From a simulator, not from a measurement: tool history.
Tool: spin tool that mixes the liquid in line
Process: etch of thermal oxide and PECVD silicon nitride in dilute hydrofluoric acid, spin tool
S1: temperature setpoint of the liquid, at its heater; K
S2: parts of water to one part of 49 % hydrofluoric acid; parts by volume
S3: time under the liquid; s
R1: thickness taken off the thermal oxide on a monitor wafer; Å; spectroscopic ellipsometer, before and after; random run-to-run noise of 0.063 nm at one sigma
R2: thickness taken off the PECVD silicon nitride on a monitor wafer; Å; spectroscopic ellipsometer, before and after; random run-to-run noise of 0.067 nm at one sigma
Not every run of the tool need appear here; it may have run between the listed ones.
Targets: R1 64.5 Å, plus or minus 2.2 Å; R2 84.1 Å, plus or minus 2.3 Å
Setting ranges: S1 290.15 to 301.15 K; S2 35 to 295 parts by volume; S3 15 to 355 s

run,day,S1,S2,S3,R1,R2
1,0,293.15,165,180,36.634,37.702
2,0.371,293.15,165,225,45.366,47.934
3,0.554,295.15,165,225,48.695,54.017
4,0.821,295.15,130,225,63.749,69.33
5,1.179,291.65,130,225,55.425,53.382
6,1.346,291.65,85,225,88.906,82.129
7,1.438,294.15,110,235,78.1,79.031
# day 1.562: thermometer replaced
8,1.562,296.15,125,240,77.918,86.489
9,1.704,297.15,140,245,73.457,85.002
10,2.054,297.15,140,245,72.242,84.178
11,2.121,297.65,150,250,69.219,83.135
12,2.292,298.15,155,250,68.17,84.027
13,2.358,298.65,160,250,67.379,83.046

Which single option among these 4 for the next run brings every result within its allowed miss of target? Just one does.
A,2.425,299.15,125,195,?,?
B,2.425,296.65,145,250,?,?
C,2.425,298.65,200,315,?,?
D,2.425,295.15,160,295,?,?

move,R1,R2
A,71.323,84.736
B,69.94,79.802
C,64.731,83.012
D,69.417,77.51
A: moves away from the targets compared with the last run
B: moves away from the targets compared with the last run
C: meets every target
D: moves away from the targets compared with the last run
The move that meets every target is C.
